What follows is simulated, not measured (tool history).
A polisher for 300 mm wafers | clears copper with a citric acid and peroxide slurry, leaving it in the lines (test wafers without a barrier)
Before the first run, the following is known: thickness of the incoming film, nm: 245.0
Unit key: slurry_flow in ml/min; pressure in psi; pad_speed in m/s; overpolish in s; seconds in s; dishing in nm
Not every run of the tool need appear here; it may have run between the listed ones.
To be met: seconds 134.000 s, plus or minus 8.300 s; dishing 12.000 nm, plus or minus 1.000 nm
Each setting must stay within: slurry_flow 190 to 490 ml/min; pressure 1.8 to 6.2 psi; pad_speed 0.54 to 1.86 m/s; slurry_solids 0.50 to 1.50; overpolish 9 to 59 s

| run | day | slurry_flow | pressure | pad_speed | slurry_solids | overpolish | seconds | dishing |
|---|---|---|---|---|---|---|---|---|
| 1 | 0.000 | 315 | 4.0 | 1.18 | 1.00 | 30 | 73.924 | 40.321 |
| 2 | 0.075 | 315 | 4.0 | 1.18 | 1.00 | 23 | 75.753 | 36.560 |
| 3 | 0.296 | 310 | 3.3 | 1.14 | 1.00 | 18 | 90.684 | 29.128 |
| 4 | 0.375 | 310 | 3.3 | 1.14 | 1.20 | 18 | 84.110 | 28.233 |
| 5 | 0.608 | 270 | 2.8 | 1.02 | 1.30 | 15 | 107.060 | 22.203 |
| 6 | 0.721 | 245 | 2.5 | 1.00 | 1.35 | 13 | 127.440 | 17.307 |
| 7 | 1.000 | 225 | 2.3 | 1.08 | 1.40 | 12 | 121.110 | 16.607 |
| 8 | 1.125 | 215 | 2.1 | 1.08 | 1.45 | 11 | 132.580 | 14.636 |
| 9 | 1.458 | 205 | 2.0 | 1.12 | 1.45 | 10 | 136.450 | 13.658 |

Next run, 4 choices. One meets every target within its allowed miss, the rest don't. Which?
| A | 1.792 | 255 | 1.9 | 1.04 | 1.30 | 9 | ? | ? |
| B | 1.792 | 200 | 2.0 | 1.02 | 1.40 | 18 | ? | ? |
| C | 1.792 | 190 | 1.8 | 1.22 | 1.45 | 9 | ? | ? |
| D | 1.792 | 230 | 2.2 | 1.02 | 1.45 | 11 | ? | ? |

| move | seconds | dishing |
|---|---|---|
| A | 155.250 | 10.961 |
| B | 151.110 | 19.980 |
| C | 138.380 | 12.102 |
| D | 137.200 | 14.551 |
A: moves the result that the last run missed by most past its target, out the other side
B: the biggest miss grows against the last run
C: hits every target within its allowed miss
D: the biggest miss grows against the last run
The move that meets every target is C.

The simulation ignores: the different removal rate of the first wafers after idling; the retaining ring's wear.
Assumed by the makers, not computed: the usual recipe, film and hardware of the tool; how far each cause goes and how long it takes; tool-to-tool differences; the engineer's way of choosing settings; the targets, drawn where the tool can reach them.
